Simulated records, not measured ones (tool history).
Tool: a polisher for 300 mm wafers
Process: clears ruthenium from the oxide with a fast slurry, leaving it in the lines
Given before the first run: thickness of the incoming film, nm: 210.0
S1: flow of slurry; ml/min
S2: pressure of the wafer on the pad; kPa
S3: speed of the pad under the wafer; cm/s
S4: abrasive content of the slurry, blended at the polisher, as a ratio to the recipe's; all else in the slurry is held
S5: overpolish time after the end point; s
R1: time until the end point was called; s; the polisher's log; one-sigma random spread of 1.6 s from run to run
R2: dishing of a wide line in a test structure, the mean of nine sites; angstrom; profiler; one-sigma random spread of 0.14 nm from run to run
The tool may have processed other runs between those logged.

| run | day | S1 | S2 | S3 | S4 | S5 | R1 | R2 |
|---|---|---|---|---|---|---|---|---|
| 1 | 0.000 | 140 | 15.9 | 118 | 1.00 | 19 | 58.911 | 494.60 |
| 2 | 0.333 | 115 | 15.9 | 118 | 1.00 | 19 | 60.674 | 471.44 |
| 3 | 0.408 | 115 | 15.9 | 96 | 1.00 | 19 | 76.795 | 401.70 |
| 4 | 0.704 | 110 | 13.8 | 104 | 0.90 | 16 | 83.316 | 308.36 |
| 5 | 1.033 | 95 | 13.8 | 104 | 0.90 | 16 | 86.250 | 299.07 |
| 6 | 1.242 | 95 | 12.4 | 112 | 0.80 | 14 | 96.358 | 248.88 |
| 7 | 1.312 | 95 | 11.0 | 118 | 0.75 | 12 | 106.310 | 192.77 |
| 8 | 1.508 | 100 | 10.3 | 132 | 0.70 | 11 | 99.743 | 182.12 |

Estimate the outcome of run 9 from the log above:
| 9 | 1.842 | 115 | 9.7 | 140 | 0.65 | 10 | ? | ? |

{"run 9": {"R1": 100.15, "R2": 165.3}}
